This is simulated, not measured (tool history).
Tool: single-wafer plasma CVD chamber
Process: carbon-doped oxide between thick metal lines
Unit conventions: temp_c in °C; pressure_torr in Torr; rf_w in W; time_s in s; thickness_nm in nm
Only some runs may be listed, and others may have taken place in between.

| run | day | temp_c | pressure_torr | rf_w | time_s | thickness_nm |
|---|---|---|---|---|---|---|
| 1 | 0.000 | 345 | 5.92 | 420 | 191 | 916.42 |
| 2 | 0.104 | 343 | 6.12 | 435 | 191 | 961.65 |
| 3 | 0.229 | 343 | 6.12 | 435 | 182 | 915.11 |
| 4 | 0.450 | 341 | 6.37 | 445 | 182 | 938.47 |
| 5 | 0.612 | 341 | 6.37 | 395 | 182 | 839.36 |
| 6 | 0.933 | 341 | 6.38 | 420 | 183 | 901.17 |
| 7 | 1.004 | 340 | 6.52 | 435 | 183 | 938.76 |
| 8 | 1.029 | 339 | 6.75 | 440 | 183 | 958.73 |

Run 9 is up next; what results do you expect?
| 9 | 1.258 | 338 | 6.96 | 445 | 183 | ? |

Run 9 gave thickness_nm 959.83 nm.
